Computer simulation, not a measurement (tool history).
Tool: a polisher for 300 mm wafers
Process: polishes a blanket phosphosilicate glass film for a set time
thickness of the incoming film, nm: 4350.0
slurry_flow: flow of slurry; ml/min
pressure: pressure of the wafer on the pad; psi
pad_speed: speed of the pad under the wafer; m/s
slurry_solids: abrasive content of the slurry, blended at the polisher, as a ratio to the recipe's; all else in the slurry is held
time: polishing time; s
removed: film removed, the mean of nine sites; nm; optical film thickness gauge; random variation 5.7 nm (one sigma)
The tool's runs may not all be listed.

| run | hour | slurry_flow | pressure | pad_speed | slurry_solids | time | removed |
|---|---|---|---|---|---|---|---|
| 1 | 0 | 205 | 3.1 | 1.06 | 1 | 40 | 395.87 |
| 2 | 6.6 | 205 | 3.2 | 1.06 | 1 | 40 | 409.6 |
| 3 | 9.5 | 205 | 3.3 | 1.06 | 1 | 40 | 413.99 |
| 4 | 17.3 | 205 | 2.5 | 1.06 | 1 | 40 | 322.07 |
| 5 | 23 | 205 | 2.7 | 1.06 | 1 | 40 | 347.9 |
| 6 | 25.6 | 205 | 2.9 | 1.06 | 1 | 40 | 369.61 |
| 7 | 29.7 | 205 | 3.1 | 1.06 | 1 | 40 | 398.95 |
| 8 | 35.6 | 205 | 3.2 | 1.06 | 1 | 40 | 404.8 |

Forecast run 9:
| 9 | 36.4 | 205 | 3.3 | 1.06 | 1 | 40 | ? |

removed: 417.1 nm

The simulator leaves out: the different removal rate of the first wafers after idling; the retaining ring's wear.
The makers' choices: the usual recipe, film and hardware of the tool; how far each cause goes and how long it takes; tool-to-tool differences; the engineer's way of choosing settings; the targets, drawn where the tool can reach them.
